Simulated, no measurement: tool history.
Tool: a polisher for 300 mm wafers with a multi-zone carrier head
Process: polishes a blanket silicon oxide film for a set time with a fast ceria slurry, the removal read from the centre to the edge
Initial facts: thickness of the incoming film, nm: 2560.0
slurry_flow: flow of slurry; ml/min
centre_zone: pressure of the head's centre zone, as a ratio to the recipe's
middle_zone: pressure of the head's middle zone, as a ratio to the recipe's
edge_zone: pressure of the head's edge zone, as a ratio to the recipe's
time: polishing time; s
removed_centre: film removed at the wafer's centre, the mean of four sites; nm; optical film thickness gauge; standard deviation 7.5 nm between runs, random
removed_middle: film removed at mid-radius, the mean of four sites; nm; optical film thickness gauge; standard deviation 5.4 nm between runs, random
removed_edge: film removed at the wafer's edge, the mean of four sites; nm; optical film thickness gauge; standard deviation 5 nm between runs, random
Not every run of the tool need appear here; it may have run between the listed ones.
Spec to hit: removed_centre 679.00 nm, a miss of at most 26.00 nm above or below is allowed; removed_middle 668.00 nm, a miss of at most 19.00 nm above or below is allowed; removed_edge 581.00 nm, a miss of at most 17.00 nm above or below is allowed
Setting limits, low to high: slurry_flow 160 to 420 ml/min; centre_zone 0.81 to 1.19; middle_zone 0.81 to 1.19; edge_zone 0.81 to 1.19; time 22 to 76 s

| run | hour | slurry_flow | centre_zone | middle_zone | edge_zone | time | removed_centre | removed_middle | removed_edge |
|---|---|---|---|---|---|---|---|---|---|
| 1 | 0.0 | 270 | 1.00 | 1.00 | 1.00 | 49 | 978.19 | 996.56 | 984.09 |
| 2 | 1.0 | 270 | 1.01 | 1.01 | 0.97 | 45 | 920.49 | 935.23 | 903.01 |
| 3 | 6.9 | 270 | 1.01 | 1.09 | 0.97 | 45 | 923.26 | 994.74 | 878.11 |
| 4 | 10.7 | 270 | 1.01 | 1.09 | 0.97 | 40 | 798.41 | 887.50 | 776.67 |
| 5 | 14.2 | 265 | 1.03 | 1.08 | 0.95 | 38 | 776.30 | 840.80 | 730.56 |
| 6 | 22.9 | 265 | 1.08 | 1.08 | 0.95 | 38 | 819.66 | 832.88 | 733.68 |
| 7 | 27.3 | 260 | 1.08 | 1.07 | 0.93 | 37 | 786.97 | 797.59 | 724.58 |
| 8 | 34.8 | 265 | 1.09 | 1.08 | 0.92 | 35 | 766.47 | 768.56 | 678.86 |
| 9 | 39.6 | 265 | 1.09 | 1.08 | 0.90 | 34 | 722.23 | 735.34 | 646.88 |

Which of these 4 next moves meets every target?
| A | 44.4 | 210 | 1.19 | 1.17 | 0.90 | 29 | ? | ? | ? |
| B | 44.4 | 195 | 0.87 | 0.89 | 0.94 | 38 | ? | ? | ? |
| C | 44.4 | 390 | 1.13 | 1.11 | 0.97 | 29 | ? | ? | ? |
| D | 44.4 | 275 | 1.12 | 1.19 | 0.92 | 28 | ? | ? | ? |

| move | removed_centre | removed_middle | removed_edge |
|---|---|---|---|
| A | 670.37 | 650.84 | 535.05 |
| B | 632.70 | 671.22 | 712.99 |
| C | 679.74 | 660.66 | 580.36 |
| D | 629.69 | 657.39 | 533.64 |
A: pushes the last run's worst result past its target
B: the biggest miss grows against the last run
C: hits every target within its allowed miss
D: pushes the last run's worst result past its target
Go with C: it meets all targets.
